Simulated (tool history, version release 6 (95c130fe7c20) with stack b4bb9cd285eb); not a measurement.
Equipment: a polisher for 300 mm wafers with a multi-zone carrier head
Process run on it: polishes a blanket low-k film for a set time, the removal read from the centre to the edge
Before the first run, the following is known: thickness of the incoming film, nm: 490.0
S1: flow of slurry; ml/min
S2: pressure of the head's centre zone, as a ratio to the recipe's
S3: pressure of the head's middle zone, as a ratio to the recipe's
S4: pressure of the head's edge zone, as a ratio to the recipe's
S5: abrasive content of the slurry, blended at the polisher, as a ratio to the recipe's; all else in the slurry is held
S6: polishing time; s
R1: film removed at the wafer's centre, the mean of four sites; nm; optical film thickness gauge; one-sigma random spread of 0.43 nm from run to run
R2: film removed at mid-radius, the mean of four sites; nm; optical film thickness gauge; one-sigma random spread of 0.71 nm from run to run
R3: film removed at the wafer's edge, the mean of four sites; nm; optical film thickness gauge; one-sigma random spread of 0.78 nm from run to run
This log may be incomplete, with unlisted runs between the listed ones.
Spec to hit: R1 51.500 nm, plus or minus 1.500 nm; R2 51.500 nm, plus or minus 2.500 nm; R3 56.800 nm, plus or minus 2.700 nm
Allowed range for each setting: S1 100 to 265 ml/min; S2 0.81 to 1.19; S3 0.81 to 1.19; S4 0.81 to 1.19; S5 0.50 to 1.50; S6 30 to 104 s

run    day   S1    S2    S3    S4    S5  S6      R1      R2      R3
  1  0.000  170  1.00  1.00  1.00  1.00  67  41.359  41.491  40.459
  2  0.192  175  0.99  0.99  1.04  1.10  67  42.264  42.687  41.590
  3  0.292  175  0.99  0.99  1.04  1.30  67  42.962  43.680  44.769
  4  0.342  175  0.99  0.99  1.06  1.35  69  45.402  47.106  46.798
  5  0.596  180  0.98  0.96  1.07  1.40  71  47.278  45.872  49.905
  6  0.912  180  0.98  0.91  1.07  1.40  71  46.692  44.672  48.335
  7  1.188  180  0.98  0.91  1.07  1.40  71  47.280  44.863  48.393
  8  1.329  220  0.95  0.95  1.17  1.50  73  50.413  48.867  55.972
  9  1.629  220  0.95  0.96  1.17  1.50  73  49.410  50.326  53.597

Exercise: of the 5 proposed moves below, exactly one satisfies all targets within the stated allowed misses. Which move is it?
  A  1.929  240  0.97  0.96  0.99  1.40  76   ?   ?   ?
  B  1.929  215  0.95  0.95  1.18  1.40  78   ?   ?   ?
  C  1.929  265  1.08  1.19  1.03  1.35  72   ?   ?   ?
  D  1.929  260  1.00  1.05  1.11  1.40  66   ?   ?   ?
  E  1.929  260  1.04  1.17  1.11  1.40  69   ?   ?   ?

move      R1      R2      R3
   A  51.728  52.157  51.689
   B  51.192  52.327  57.141
   C  54.837  59.386  49.654
   D  46.826  49.292  47.661
   E  50.971  56.530  49.748
A: brings the last run's worst result on target, with another outside its allowed miss
B: every result within its allowed miss
C: pushes the last run's worst result past its target
D: moves away from the targets compared with the last run
E: brings the last run's worst result on target, with another outside its allowed miss
Move B is the one to make.
